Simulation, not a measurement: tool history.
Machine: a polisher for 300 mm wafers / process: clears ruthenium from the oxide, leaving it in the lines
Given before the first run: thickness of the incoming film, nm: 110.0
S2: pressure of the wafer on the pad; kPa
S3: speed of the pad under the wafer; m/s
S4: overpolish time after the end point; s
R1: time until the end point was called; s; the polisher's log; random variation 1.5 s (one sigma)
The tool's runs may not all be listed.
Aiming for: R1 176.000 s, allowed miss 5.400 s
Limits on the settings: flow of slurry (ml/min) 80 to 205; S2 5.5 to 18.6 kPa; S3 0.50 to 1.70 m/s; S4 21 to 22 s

Run 1, hour 0.0: flow of slurry (ml/min) 135, S2 11.7 kPa, S3 1.10 m/s, S4 21 s. Result: R1 104.980 s.
Run 2, hour 4.8: flow of slurry (ml/min) 135, S2 13.8 kPa, S3 1.10 m/s, S4 21 s. Result: R1 92.559 s.
Run 3, hour 11.7: flow of slurry (ml/min) 135, S2 13.8 kPa, S3 1.10 m/s, S4 22 s. Result: R1 93.952 s.
Run 4, hour 13.4: flow of slurry (ml/min) 155, S2 13.8 kPa, S3 1.10 m/s, S4 22 s. Result: R1 89.594 s.
Run 5, hour 16.1: flow of slurry (ml/min) 145, S2 11.0 kPa, S3 1.08 m/s, S4 22 s. Result: R1 113.050 s.
Run 6, hour 20.4: flow of slurry (ml/min) 140, S2 9.7 kPa, S3 1.08 m/s, S4 22 s. Result: R1 124.220 s.
Run 7, hour 28.7: flow of slurry (ml/min) 130, S2 6.2 kPa, S3 1.02 m/s, S4 22 s. Result: R1 184.080 s.
Run 8, hour 30.8: flow of slurry (ml/min) 135, S2 6.2 kPa, S3 1.02 m/s, S4 22 s. Result: R1 181.970 s.

Next run, 4 choices. One meets every target within its allowed miss, the rest don't. Which?
Run A, hour 32.9: flow of slurry (ml/min) 110, S2 6.2 kPa, S3 1.04 m/s, S4 22 s. Result: R1 ?.
Run B, hour 32.9: flow of slurry (ml/min) 135, S2 6.9 kPa, S3 0.98 m/s, S4 21 s. Result: R1 ?.
Run C, hour 32.9: flow of slurry (ml/min) 145, S2 5.5 kPa, S3 1.06 m/s, S4 21 s. Result: R1 ?.
Run D, hour 32.9: flow of slurry (ml/min) 150, S2 6.2 kPa, S3 1.14 m/s, S4 21 s. Result: R1 ?.

move       R1
   A  188.360
   B  175.260
   C  188.700
   D  162.300
A: misses by more than the last run did
B: every result lands within tolerance
C: misses by more than the last run did
D: the result that was furthest off in the last run now lies on the other side of its target
Correct choice: B, which meets every target
